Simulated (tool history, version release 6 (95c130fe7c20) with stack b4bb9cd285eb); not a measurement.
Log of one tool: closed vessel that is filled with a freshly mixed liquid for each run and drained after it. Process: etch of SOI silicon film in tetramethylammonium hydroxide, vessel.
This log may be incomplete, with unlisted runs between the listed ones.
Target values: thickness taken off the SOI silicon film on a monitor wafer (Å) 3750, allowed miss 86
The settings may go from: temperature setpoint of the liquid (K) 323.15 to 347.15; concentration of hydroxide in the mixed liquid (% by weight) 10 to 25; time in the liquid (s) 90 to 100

run,hour,temperature setpoint of the liquid (K),concentration of hydroxide in the mixed liquid (% by weight),time in the liquid (s),thickness taken off the SOI silicon film on a monitor wafer (Å)
1,0,334.15,19,90,2934.3
2,4.9,334.15,19,90,2911.5
3,12.9,334.15,21.5,90,2769.1
4,15.2,334.15,24,90,2473.3
5,22.8,334.15,24,90,2456.2
6,30,334.15,25,90,2336.7
7,39.1,335.65,25,90,2550.3
8,43.7,337.15,25,90,2777.6
9,45.2,343.15,25,90,3979.8
10,47.1,342.65,25,90,3877

Below are 4 possible settings for the next run. Only one of them brings all results inside the allowed miss of their targets. Which is it?
A,49,341.65,24.5,95,?
B,49,340.65,24.5,95,?
C,49,340.15,25,95,?
D,49,341.65,23.5,90,?

move,thickness taken off the SOI silicon film on a monitor wafer (Å)
A,3976.4
B,3747.1
C,3537.9
D,3972.4
A: further off than the last run
B: every result lands within tolerance
C: carries the result that was furthest off beyond its target, to the other side
D: further off than the last run
So the answer is move B, the one that meets all the targets.

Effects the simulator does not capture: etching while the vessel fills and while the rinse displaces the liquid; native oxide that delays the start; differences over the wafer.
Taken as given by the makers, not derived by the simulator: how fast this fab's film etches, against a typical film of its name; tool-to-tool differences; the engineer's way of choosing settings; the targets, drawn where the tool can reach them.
